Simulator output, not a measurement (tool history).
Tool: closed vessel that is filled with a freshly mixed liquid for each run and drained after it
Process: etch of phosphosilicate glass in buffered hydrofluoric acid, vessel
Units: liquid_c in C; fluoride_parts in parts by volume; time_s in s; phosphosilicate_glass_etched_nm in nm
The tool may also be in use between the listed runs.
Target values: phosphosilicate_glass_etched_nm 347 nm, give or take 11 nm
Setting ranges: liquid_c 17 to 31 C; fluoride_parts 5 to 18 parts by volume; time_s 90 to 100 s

run	day	liquid_c	fluoride_parts	time_s	phosphosilicate_glass_etched_nm
1	0	23	11	90	448.36
2	0.338	23	11	100	506.28
3	0.654	23	11	90	454.57
4	0.988	23	11	90	448.3
5	1.067	22.5	11	90	445.06
6	1.246	22.5	11	90	451.05
# day 1.55: hydrofluoric acid flow meter replaced
7	1.55	22	11.5	90	389.07
8	1.767	21	11.5	90	365.02

4 next moves are on the table. One of them brings every result within its allowed miss. Which?
A	1.983	20	11.5	95	?
B	1.983	20.5	11	90	?
C	1.983	18.5	10	95	?
D	1.983	18.5	10.5	90	?

move	phosphosilicate_glass_etched_nm
A	364.12
B	370.47
C	383.5
D	346.46
A: just as far off the targets as the last run
B: further off than the last run
C: further off than the last run
D: hits every target within its allowed miss
The move that meets every target is D.
